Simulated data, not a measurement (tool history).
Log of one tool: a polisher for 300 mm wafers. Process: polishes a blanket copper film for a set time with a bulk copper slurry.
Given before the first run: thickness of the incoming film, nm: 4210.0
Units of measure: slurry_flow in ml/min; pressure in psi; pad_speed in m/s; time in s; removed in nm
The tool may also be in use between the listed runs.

Run 1, hour 0: slurry_flow 185 ml/min, pressure 1.8 psi, pad_speed 1.08 m/s, slurry_solids 1, time 48 s. Result: removed 355.55 nm.
Run 2, hour 8.3: slurry_flow 185 ml/min, pressure 1.8 psi, pad_speed 1.28 m/s, slurry_solids 1, time 48 s. Result: removed 422.91 nm.
Run 3, hour 10.4: slurry_flow 185 ml/min, pressure 1.8 psi, pad_speed 1.28 m/s, slurry_solids 1.05, time 48 s. Result: removed 429.19 nm.
Run 4, hour 18.5: slurry_flow 180 ml/min, pressure 1.6 psi, pad_speed 1.22 m/s, slurry_solids 1.05, time 48 s. Result: removed 365.34 nm.
Run 5, hour 27.1: slurry_flow 180 ml/min, pressure 1.4 psi, pad_speed 1.18 m/s, slurry_solids 1.05, time 48 s. Result: removed 312.47 nm.
Run 6, hour 34.4: slurry_flow 180 ml/min, pressure 1.3 psi, pad_speed 1.16 m/s, slurry_solids 1.05, time 48 s. Result: removed 302.05 nm.
Run 7, hour 35.1: slurry_flow 175 ml/min, pressure 1.2 psi, pad_speed 1.12 m/s, slurry_solids 1.05, time 48 s. Result: removed 269.22 nm.
Run 8, hour 40.2: slurry_flow 170 ml/min, pressure 1.1 psi, pad_speed 1.1 m/s, slurry_solids 1.05, time 48 s. Result: removed 245.68 nm.
Run 9, hour 41.8: slurry_flow 160 ml/min, pressure 1 psi, pad_speed 1.1 m/s, slurry_solids 1.05, time 48 s. Result: removed 228.64 nm.

The next listed run, before its measurement:
Run 10, hour 47.4: slurry_flow 150 ml/min, pressure 1 psi, pad_speed 1.1 m/s, slurry_solids 1.05, time 48 s. Result: removed ?.

{"run 10": {"removed": 226.62}}

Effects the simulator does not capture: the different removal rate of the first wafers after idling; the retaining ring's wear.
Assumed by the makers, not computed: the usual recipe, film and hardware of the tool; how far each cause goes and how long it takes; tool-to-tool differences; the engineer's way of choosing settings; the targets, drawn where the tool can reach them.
